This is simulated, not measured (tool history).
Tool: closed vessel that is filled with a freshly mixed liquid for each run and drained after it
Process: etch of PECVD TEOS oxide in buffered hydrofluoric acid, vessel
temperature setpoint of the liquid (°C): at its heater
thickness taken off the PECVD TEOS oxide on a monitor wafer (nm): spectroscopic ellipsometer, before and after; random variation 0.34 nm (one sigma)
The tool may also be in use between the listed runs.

run	day	temperature setpoint of the liquid (°C)	parts of 40 % ammonium fluoride to one part of 49 % hydrofluoric acid (parts by volume)	time in the liquid (s)	thickness taken off the PECVD TEOS oxide on a monitor wafer (nm)
1	0	20	9.5	90	93.499
2	0.279	19.5	9.5	90	90.711
3	0.362	19	9.5	90	88.01
4	0.538	19	8	90	104.08
5	0.721	19	8	95	110.39
6	1.096	19	5.5	95	156.05
7	1.296	18.5	6.5	95	131.56
# day 1.588: thermometer replaced
8	1.588	18.5	6.5	95	139.6
9	1.746	18.5	7	95	130.06
10	1.854	18.5	7.5	95	120.81

Run 11 is up next; what results do you expect?
11	2.208	18.5	8	95	?

{"run 11": {"thickness taken off the PECVD TEOS oxide on a monitor wafer (nm)": 112.86}}
